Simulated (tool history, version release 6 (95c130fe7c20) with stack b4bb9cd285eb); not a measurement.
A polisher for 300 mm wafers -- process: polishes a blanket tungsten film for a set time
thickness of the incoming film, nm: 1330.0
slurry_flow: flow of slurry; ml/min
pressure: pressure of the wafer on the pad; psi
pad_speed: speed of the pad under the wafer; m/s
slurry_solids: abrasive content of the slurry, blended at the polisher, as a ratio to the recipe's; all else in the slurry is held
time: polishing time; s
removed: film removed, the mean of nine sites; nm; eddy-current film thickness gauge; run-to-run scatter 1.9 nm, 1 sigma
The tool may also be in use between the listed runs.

run,day,slurry_flow,pressure,pad_speed,slurry_solids,time,removed
1,0,195,3.7,0.94,1,48,209.78
2,0.208,195,3.5,0.94,1,48,196.65
3,0.35,195,3.5,0.94,1,48,195.18
4,0.721,195,3.5,0.94,1.2,48,204.14
5,0.75,195,3.5,0.94,1.2,48,204.97
6,0.958,145,3.5,0.94,1.2,48,196.38
7,0.992,145,3.4,0.94,1.2,48,194.08

What will run 8 give?
8,1.062,145,3.3,0.94,1.2,48,?

removed: 189.34 nm
